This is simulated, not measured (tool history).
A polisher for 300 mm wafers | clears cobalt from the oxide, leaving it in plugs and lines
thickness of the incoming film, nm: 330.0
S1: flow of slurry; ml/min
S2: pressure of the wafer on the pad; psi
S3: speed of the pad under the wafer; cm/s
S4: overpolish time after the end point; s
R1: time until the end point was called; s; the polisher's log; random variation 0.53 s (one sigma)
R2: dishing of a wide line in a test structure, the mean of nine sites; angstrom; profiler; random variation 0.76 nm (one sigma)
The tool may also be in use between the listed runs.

run 1 hour=0 | S1=130 S2=2.3 S3=98 S4=25 | R1=49.2 R2=519.41
run 2 hour=4.4 | S1=130 S2=2.3 S3=80 S4=25 | R1=58.924 R2=501.94
run 3 hour=10.1 | S1=130 S2=2.5 S3=82 S4=23 | R1=52.737 R2=504.51
run 4 hour=12.9 | S1=130 S2=2.9 S3=82 S4=23 | R1=46.62 R2=545.65
run 5 hour=16.6 | S1=130 S2=3.3 S3=82 S4=23 | R1=41.732 R2=544.77
run 6 hour=19.8 | S1=130 S2=3.3 S3=62 S4=23 | R1=55.04 R2=510.47
-- hour=26.5 worn pad replaced by a new one
run 7 hour=26.5 | S1=140 S2=3.3 S3=68 S4=21 | R1=43.644 R2=519.4
run 8 hour=32.9 | S1=150 S2=3.2 S3=68 S4=19 | R1=45.265 R2=513.89
run 9 hour=33.7 | S1=155 S2=3.2 S3=70 S4=18 | R1=43.287 R2=511.44
run 10 hour=37.4 | S1=160 S2=3.2 S3=72 S4=17 | R1=39.791 R2=512.33

Run 11 comes next. What will it give?
run 11 hour=38.9 | S1=165 S2=3.2 S3=74 S4=16 | R1=? R2=?

{"run 11": {"R1": 38.292, "R2": 492.81}}

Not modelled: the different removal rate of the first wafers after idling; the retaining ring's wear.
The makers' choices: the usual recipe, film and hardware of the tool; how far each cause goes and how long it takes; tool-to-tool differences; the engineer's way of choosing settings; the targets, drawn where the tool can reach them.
